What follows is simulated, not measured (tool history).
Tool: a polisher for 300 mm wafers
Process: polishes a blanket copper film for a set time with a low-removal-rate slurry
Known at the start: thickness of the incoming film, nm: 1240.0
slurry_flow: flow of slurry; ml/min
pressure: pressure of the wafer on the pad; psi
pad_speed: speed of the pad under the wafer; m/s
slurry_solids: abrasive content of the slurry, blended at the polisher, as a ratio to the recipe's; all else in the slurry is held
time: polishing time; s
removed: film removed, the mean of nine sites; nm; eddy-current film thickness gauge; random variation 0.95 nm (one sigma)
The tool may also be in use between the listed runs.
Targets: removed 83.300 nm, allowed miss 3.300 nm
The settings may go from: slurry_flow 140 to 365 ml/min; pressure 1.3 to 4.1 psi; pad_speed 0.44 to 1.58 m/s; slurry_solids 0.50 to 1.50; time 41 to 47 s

run,hour,slurry_flow,pressure,pad_speed,slurry_solids,time,removed
1,0.0,235,2.7,1.00,1.00,47,127.650
2,7.2,235,2.3,1.00,1.00,47,110.250
3,13.7,285,2.3,1.00,1.00,47,111.860
4,16.2,235,2.3,1.00,1.00,47,108.680
5,18.5,235,2.2,1.00,1.00,47,104.040
6,20.3,235,2.1,1.00,1.00,47,98.105
# hour 24.5: head pressure recalibrated
7,24.5,235,2.0,1.00,1.00,47,103.260
8,30.8,235,1.9,0.98,1.00,47,98.234
9,37.6,235,1.8,0.98,1.00,47,91.843

4 next moves are on the table. One of them brings every result within its allowed miss. Which?
A,44.4,190,1.7,1.02,1.00,45,?
B,44.4,280,1.8,1.08,0.65,47,?
C,44.4,240,2.0,0.98,0.95,47,?
D,44.4,275,1.9,0.98,1.10,42,?

move,removed
A,84.460
B,93.725
C,101.890
D,90.619
A: meets every target
B: further off than the last run
C: further off than the last run
D: nearer than the last run, and not there yet
Answer: A
